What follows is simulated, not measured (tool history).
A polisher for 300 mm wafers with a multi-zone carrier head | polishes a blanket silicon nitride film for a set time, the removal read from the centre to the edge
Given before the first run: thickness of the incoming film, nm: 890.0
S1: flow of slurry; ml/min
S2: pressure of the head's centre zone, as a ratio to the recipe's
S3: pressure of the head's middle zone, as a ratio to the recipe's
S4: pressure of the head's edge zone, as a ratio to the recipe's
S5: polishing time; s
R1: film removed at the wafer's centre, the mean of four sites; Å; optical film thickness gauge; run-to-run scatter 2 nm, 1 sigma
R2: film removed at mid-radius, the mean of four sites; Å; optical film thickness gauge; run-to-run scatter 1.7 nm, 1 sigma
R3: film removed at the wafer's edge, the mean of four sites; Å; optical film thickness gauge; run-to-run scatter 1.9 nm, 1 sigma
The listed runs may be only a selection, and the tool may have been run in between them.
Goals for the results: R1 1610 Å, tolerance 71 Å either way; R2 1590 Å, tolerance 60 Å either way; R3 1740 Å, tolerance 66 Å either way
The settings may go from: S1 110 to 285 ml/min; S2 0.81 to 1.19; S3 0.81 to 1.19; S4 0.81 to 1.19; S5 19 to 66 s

| run | hour | S1 | S2 | S3 | S4 | S5 | R1 | R2 | R3 |
|---|---|---|---|---|---|---|---|---|---|
| 1 | 0 | 180 | 1 | 1 | 1 | 42 | 1062.3 | 1109.8 | 1107.4 |
| 2 | 6 | 185 | 1.01 | 1 | 1.03 | 46 | 1171.9 | 1206.8 | 1232.1 |
| 3 | 10.2 | 160 | 1.01 | 1 | 1.03 | 46 | 1134 | 1184 | 1190.6 |
| 4 | 14.7 | 180 | 1.02 | 1 | 1.06 | 48 | 1264.5 | 1276.1 | 1299.1 |
| 5 | 15.6 | 195 | 1.01 | 0.99 | 1.09 | 50 | 1329 | 1326.9 | 1389.5 |
| 6 | 21.6 | 195 | 1.01 | 0.99 | 1.01 | 50 | 1291.7 | 1328 | 1323.2 |
| 7 | 28.6 | 205 | 1.01 | 0.99 | 1.05 | 52 | 1355.4 | 1378.8 | 1415.7 |
| 8 | 31.9 | 210 | 1.01 | 0.99 | 1.08 | 53 | 1385.7 | 1430.6 | 1478.1 |
| 9 | 39 | 240 | 1.06 | 0.95 | 1.18 | 58 | 1640.7 | 1530.8 | 1699.7 |

Which single option among these 4 for the next run brings every result within its allowed miss of target? Just one does.
| A | 46.1 | 220 | 1.1 | 0.92 | 1.18 | 57 | ? | ? | ? |
| B | 46.1 | 275 | 1.03 | 0.98 | 1.19 | 58 | ? | ? | ? |
| C | 46.1 | 245 | 1 | 0.84 | 1.19 | 60 | ? | ? | ? |
| D | 46.1 | 245 | 1.16 | 1.08 | 1.08 | 54 | ? | ? | ? |

| move | R1 | R2 | R3 |
|---|---|---|---|
| A | 1669.9 | 1451.7 | 1676.4 |
| B | 1640.5 | 1601.4 | 1748 |
| C | 1621.3 | 1438.4 | 1793.3 |
| D | 1697.3 | 1596.7 | 1530.7 |
A: misses by more than the last run did
B: all results land within tolerance of their targets
C: misses by more than the last run did
D: meets the target for the result that was furthest off, but another lies outside its allowed miss
The right move is B.
